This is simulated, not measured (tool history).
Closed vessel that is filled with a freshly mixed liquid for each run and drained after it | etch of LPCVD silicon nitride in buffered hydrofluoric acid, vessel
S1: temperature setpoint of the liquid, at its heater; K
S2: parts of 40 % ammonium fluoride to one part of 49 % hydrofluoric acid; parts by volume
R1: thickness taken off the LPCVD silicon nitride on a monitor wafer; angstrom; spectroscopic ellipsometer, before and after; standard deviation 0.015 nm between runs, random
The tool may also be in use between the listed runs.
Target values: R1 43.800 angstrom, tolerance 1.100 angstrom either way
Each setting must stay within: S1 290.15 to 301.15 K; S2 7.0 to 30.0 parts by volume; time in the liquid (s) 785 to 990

{"run": 1, "hour": 0.0, "S1": 293.15, "S2": 19.0, "time in the liquid (s)": 990, "R1": 58.534}
{"run": 2, "hour": 5.8, "S1": 295.65, "S2": 19.0, "time in the liquid (s)": 990, "R1": 67.183}
{"run": 3, "hour": 7.8, "S1": 295.65, "S2": 19.0, "time in the liquid (s)": 990, "R1": 67.795}
{"run": 4, "hour": 13.4, "S1": 294.15, "S2": 19.5, "time in the liquid (s)": 990, "R1": 60.333}
{"run": 5, "hour": 20.8, "S1": 293.15, "S2": 20.0, "time in the liquid (s)": 990, "R1": 55.335}
{"run": 6, "hour": 28.0, "S1": 292.15, "S2": 20.5, "time in the liquid (s)": 990, "R1": 51.622}
{"run": 7, "hour": 31.5, "S1": 291.65, "S2": 21.0, "time in the liquid (s)": 990, "R1": 49.455}
{"run": 8, "hour": 35.4, "S1": 291.15, "S2": 21.0, "time in the liquid (s)": 990, "R1": 48.274}
{"run": 9, "hour": 43.6, "S1": 291.15, "S2": 21.5, "time in the liquid (s)": 990, "R1": 47.292}
{"run": 10, "hour": 47.1, "S1": 290.65, "S2": 22.0, "time in the liquid (s)": 990, "R1": 45.123}
{"run": 11, "hour": 50.2, "S1": 290.65, "S2": 22.0, "time in the liquid (s)": 990, "R1": 45.192}

Below are 4 possible settings for the next run. Only one of them brings all results inside the allowed miss of their targets. Which is it?
{"run": "A", "hour": 53.3, "S1": 290.15, "S2": 19.5, "time in the liquid (s)": 845, "R1": "?"}
{"run": "B", "hour": 53.3, "S1": 290.65, "S2": 23.5, "time in the liquid (s)": 950, "R1": "?"}
{"run": "C", "hour": 53.3, "S1": 290.15, "S2": 21.0, "time in the liquid (s)": 950, "R1": "?"}
{"run": "D", "hour": 53.3, "S1": 291.15, "S2": 21.0, "time in the liquid (s)": 850, "R1": "?"}

move=A R1=41.034
move=B R1=41.414
move=C R1=43.501
move=D R1=41.209
A: takes the biggest miss from the last run beyond its target
B: takes the biggest miss from the last run beyond its target
C: meets every target
D: takes the biggest miss from the last run beyond its target
C meets every target.
